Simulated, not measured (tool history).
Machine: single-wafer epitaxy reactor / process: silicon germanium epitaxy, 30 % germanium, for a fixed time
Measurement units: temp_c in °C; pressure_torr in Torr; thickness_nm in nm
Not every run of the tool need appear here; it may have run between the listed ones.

{"run": 1, "hour": 0.0, "temp_c": 580, "pressure_torr": 15.0, "thickness_nm": 34.056}
{"run": 2, "hour": 6.1, "temp_c": 580, "pressure_torr": 13.7, "thickness_nm": 32.902}
{"run": 3, "hour": 14.7, "temp_c": 584, "pressure_torr": 13.8, "thickness_nm": 35.544}
{"run": 4, "hour": 19.6, "temp_c": 586, "pressure_torr": 13.8, "thickness_nm": 36.111}
{"run": 5, "hour": 23.8, "temp_c": 589, "pressure_torr": 13.9, "thickness_nm": 38.893}
{"run": 6, "hour": 25.2, "temp_c": 590, "pressure_torr": 13.9, "thickness_nm": 39.058}
{"hour": 29.1, "done": "capacitance manometer re-zeroed and calibrated"}
{"run": 7, "hour": 29.1, "temp_c": 591, "pressure_torr": 13.9, "thickness_nm": 40.405}

Estimate the outcome of run 8 from the log above:
{"run": 8, "hour": 37.9, "temp_c": 592, "pressure_torr": 13.9, "thickness_nm": "?"}

{"run 8": {"thickness_nm": 41.265}}
